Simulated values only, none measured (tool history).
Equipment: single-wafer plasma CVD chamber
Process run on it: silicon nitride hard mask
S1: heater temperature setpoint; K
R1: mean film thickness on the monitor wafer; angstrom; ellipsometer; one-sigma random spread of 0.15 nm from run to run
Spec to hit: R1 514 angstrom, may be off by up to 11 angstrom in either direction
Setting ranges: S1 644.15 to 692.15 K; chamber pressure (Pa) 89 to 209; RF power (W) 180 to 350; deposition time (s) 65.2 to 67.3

Run 1, hour 0: S1 668.15 K, chamber pressure (Pa) 149, RF power (W) 265, deposition time (s) 65.2. Result: R1 661.14 angstrom.
Run 2, hour 2.5: S1 668.15 K, chamber pressure (Pa) 149, RF power (W) 265, deposition time (s) 65.2. Result: R1 659.67 angstrom.
Run 3, hour 5.7: S1 668.15 K, chamber pressure (Pa) 149, RF power (W) 265, deposition time (s) 67.3. Result: R1 680.26 angstrom.
Run 4, hour 7.4: S1 668.15 K, chamber pressure (Pa) 137, RF power (W) 250, deposition time (s) 67. Result: R1 626.63 angstrom.
Run 5, hour 13.7: S1 668.15 K, chamber pressure (Pa) 127, RF power (W) 245, deposition time (s) 66.9. Result: R1 590.31 angstrom.
Run 6, hour 20.5: S1 668.15 K, chamber pressure (Pa) 127, RF power (W) 220, deposition time (s) 66.9. Result: R1 541.32 angstrom.
Run 7, hour 24.8: S1 668.15 K, chamber pressure (Pa) 123, RF power (W) 220, deposition time (s) 66.9. Result: R1 529.81 angstrom.
Run 8, hour 33: S1 668.15 K, chamber pressure (Pa) 123, RF power (W) 220, deposition time (s) 66.9. Result: R1 531.26 angstrom.
Run 9, hour 33.9: S1 668.15 K, chamber pressure (Pa) 120, RF power (W) 220, deposition time (s) 66.9. Result: R1 525.81 angstrom.

Which of these 5 next moves meets every target?
Run A, hour 34.8: S1 673.15 K, chamber pressure (Pa) 97, RF power (W) 230, deposition time (s) 67.3. Result: R1 ?.
Run B, hour 34.8: S1 650.15 K, chamber pressure (Pa) 104, RF power (W) 225, deposition time (s) 65.2. Result: R1 ?.
Run C, hour 34.8: S1 667.15 K, chamber pressure (Pa) 112, RF power (W) 225, deposition time (s) 66.4. Result: R1 ?.
Run D, hour 34.8: S1 673.15 K, chamber pressure (Pa) 128, RF power (W) 220, deposition time (s) 67.3. Result: R1 ?.
Run E, hour 34.8: S1 665.15 K, chamber pressure (Pa) 143, RF power (W) 190, deposition time (s) 65.2. Result: R1 ?.

move      R1
   A   490.2
   B  488.97
   C  515.45
   D  545.64
   E  487.78
A: moves the result that the last run missed by most past its target, out the other side
B: moves the result that the last run missed by most past its target, out the other side
C: meets every target
D: its largest miss is bigger than the last run's
E: moves the result that the last run missed by most past its target, out the other side
Correct choice: C, which meets every target
